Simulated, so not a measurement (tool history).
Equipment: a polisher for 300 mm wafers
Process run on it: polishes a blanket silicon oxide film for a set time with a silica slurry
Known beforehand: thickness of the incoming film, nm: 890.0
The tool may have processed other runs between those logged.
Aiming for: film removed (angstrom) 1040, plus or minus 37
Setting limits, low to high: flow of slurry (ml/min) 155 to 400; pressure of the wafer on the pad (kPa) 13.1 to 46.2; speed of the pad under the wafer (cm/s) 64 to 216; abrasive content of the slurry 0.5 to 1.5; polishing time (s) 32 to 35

| run | hour | flow of slurry (ml/min) | pressure of the wafer on the pad (kPa) | speed of the pad under the wafer (cm/s) | abrasive content of the slurry | polishing time (s) | film removed (angstrom) |
|---|---|---|---|---|---|---|---|
| 1 | 0 | 255 | 29.6 | 140 | 1 | 35 | 1546.3 |
| 2 | 8.7 | 255 | 29.6 | 108 | 1 | 35 | 1215.3 |
| 3 | 9.5 | 255 | 29 | 108 | 1 | 35 | 1198.6 |
| 4 | 10.7 | 255 | 28.3 | 108 | 1 | 35 | 1203.8 |
| 5 | 17.7 | 255 | 28.3 | 142 | 1 | 35 | 1514.2 |
| 6 | 19.8 | 255 | 28.3 | 142 | 1 | 32 | 1351 |
| 7 | 21.2 | 255 | 26.9 | 142 | 1 | 32 | 1298.3 |
| 8 | 26.9 | 255 | 25.5 | 142 | 1 | 32 | 1223.7 |
| 9 | 31.7 | 255 | 24.8 | 142 | 1 | 32 | 1174.8 |
| 10 | 36 | 255 | 24.1 | 142 | 1 | 32 | 1162.5 |
| 11 | 42 | 255 | 23.4 | 142 | 1 | 32 | 1110.9 |
| 12 | 43 | 255 | 22.8 | 142 | 1 | 32 | 1119 |

Consider the 4 candidate settings below. Which is the only one whose results all fall within their allowed miss of target?
| A | 44 | 255 | 20.7 | 152 | 1.05 | 33 | ? |
| B | 44 | 355 | 21.4 | 146 | 0.9 | 32 | ? |
| C | 44 | 295 | 28.3 | 118 | 0.95 | 32 | ? |
| D | 44 | 250 | 25.5 | 138 | 1 | 33 | ? |

| move | film removed (angstrom) |
|---|---|
| A | 1112 |
| B | 1046.4 |
| C | 1153 |
| D | 1226.1 |
A: closes in on the targets versus the last run, not all within tolerance yet
B: every result within its allowed miss
C: moves away from the targets compared with the last run
D: moves away from the targets compared with the last run
So the answer is move B, the one that meets all the targets.
